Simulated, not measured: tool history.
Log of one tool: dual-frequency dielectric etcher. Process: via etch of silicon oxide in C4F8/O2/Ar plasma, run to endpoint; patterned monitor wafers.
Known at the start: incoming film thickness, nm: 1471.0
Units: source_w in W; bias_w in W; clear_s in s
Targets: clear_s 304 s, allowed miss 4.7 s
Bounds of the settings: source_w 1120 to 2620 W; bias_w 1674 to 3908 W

run 1 hour=0 | source_w=1870 bias_w=2791 | clear_s=263.51
run 2 hour=2.8 | source_w=2180 bias_w=2791 | clear_s=252.04
run 3 hour=7 | source_w=2180 bias_w=2548 | clear_s=261.2
run 4 hour=9.2 | source_w=2180 bias_w=2254 | clear_s=274.07
run 5 hour=16.3 | source_w=2000 bias_w=2217 | clear_s=281.84
run 6 hour=25.1 | source_w=1860 bias_w=2184 | clear_s=293.03
run 7 hour=27.1 | source_w=1800 bias_w=2174 | clear_s=291.58
run 8 hour=33.5 | source_w=1720 bias_w=2154 | clear_s=298.87

Which of these 5 next moves meets every target?
run A hour=39.9 | source_w=1580 bias_w=2366 | clear_s=?
run B hour=39.9 | source_w=2000 bias_w=1970 | clear_s=?
run C hour=39.9 | source_w=1560 bias_w=2365 | clear_s=?
run D hour=39.9 | source_w=1940 bias_w=1901 | clear_s=?
run E hour=39.9 | source_w=2110 bias_w=1934 | clear_s=?

move=A clear_s=294.9
move=B clear_s=297.59
move=C clear_s=295.93
move=D clear_s=304.56
move=E clear_s=295.2
A: further off than the last run
B: further off than the last run
C: further off than the last run
D: meets every target
E: further off than the last run
The right move is D.
